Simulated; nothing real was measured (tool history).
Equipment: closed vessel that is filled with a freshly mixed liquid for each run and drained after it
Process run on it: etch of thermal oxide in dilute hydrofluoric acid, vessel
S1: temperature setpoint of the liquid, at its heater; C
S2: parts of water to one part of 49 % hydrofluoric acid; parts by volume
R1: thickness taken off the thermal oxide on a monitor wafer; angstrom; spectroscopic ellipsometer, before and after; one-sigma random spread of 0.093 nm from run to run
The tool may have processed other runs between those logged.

run 1 hour=0 | S1=23 S2=65 time_in_the_liquid_(s)=75 | R1=56.933
run 2 hour=5.3 | S1=25.5 S2=60 time_in_the_liquid_(s)=75 | R1=68.525
run 3 hour=10.6 | S1=27 S2=60 time_in_the_liquid_(s)=75 | R1=73.391
run 4 hour=19.3 | S1=28 S2=60 time_in_the_liquid_(s)=75 | R1=76.832
run 5 hour=26.1 | S1=31 S2=60 time_in_the_liquid_(s)=75 | R1=85.643
run 6 hour=33.3 | S1=31 S2=75 time_in_the_liquid_(s)=75 | R1=67.906
run 7 hour=35.9 | S1=31 S2=75 time_in_the_liquid_(s)=75 | R1=67.136

Run 8 is up next; what results do you expect?
run 8 hour=43.8 | S1=31 S2=70 time_in_the_liquid_(s)=75 | R1=?

Run 8 gave R1 73.452 angstrom.
